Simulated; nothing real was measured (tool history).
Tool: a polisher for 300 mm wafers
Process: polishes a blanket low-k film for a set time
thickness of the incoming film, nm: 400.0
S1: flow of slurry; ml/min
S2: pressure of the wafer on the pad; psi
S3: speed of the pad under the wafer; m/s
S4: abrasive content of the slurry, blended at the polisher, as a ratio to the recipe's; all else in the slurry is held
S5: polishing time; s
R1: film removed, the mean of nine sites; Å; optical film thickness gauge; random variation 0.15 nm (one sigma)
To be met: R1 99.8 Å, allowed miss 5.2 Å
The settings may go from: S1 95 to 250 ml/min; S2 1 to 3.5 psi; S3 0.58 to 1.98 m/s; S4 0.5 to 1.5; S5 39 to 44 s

| run | hour | S1 | S2 | S3 | S4 | S5 | R1 |
|---|---|---|---|---|---|---|---|
| 1 | 0 | 160 | 2.2 | 1.28 | 1 | 44 | 238.37 |
| 2 | 2.3 | 160 | 2.2 | 1.48 | 1 | 44 | 270.36 |
| 3 | 4 | 160 | 2 | 1.36 | 1 | 44 | 238.53 |
| 4 | 6.3 | 160 | 2 | 1.36 | 0.85 | 44 | 214.58 |
| 5 | 14.2 | 160 | 1.8 | 1.26 | 0.85 | 44 | 186.28 |
| 6 | 15.3 | 160 | 1.6 | 1.18 | 0.85 | 44 | 161.4 |
| 7 | 16.5 | 160 | 1.5 | 1.12 | 0.85 | 44 | 151.29 |
| 8 | 22.2 | 160 | 1.4 | 1.06 | 0.85 | 44 | 131.47 |
| 9 | 25.7 | 160 | 1.3 | 1.04 | 0.85 | 44 | 125.47 |
| 10 | 32.4 | 160 | 1.2 | 1.02 | 0.85 | 44 | 118.49 |
| 11 | 33.6 | 160 | 1 | 0.88 | 0.85 | 44 | 94.11 |

4 next moves are on the table. One of them brings every result within its allowed miss. Which?
| A | 34.8 | 175 | 1 | 0.94 | 0.8 | 39 | ? |
| B | 34.8 | 140 | 1.1 | 0.92 | 0.85 | 43 | ? |
| C | 34.8 | 120 | 1.1 | 1 | 0.65 | 44 | ? |
| D | 34.8 | 170 | 1.3 | 0.8 | 0.75 | 42 | ? |

| move | R1 |
|---|---|
| A | 84.758 |
| B | 98.646 |
| C | 88.702 |
| D | 91.169 |
A: further off than the last run
B: meets every target
C: further off than the last run
D: further off than the last run
The right move is B.

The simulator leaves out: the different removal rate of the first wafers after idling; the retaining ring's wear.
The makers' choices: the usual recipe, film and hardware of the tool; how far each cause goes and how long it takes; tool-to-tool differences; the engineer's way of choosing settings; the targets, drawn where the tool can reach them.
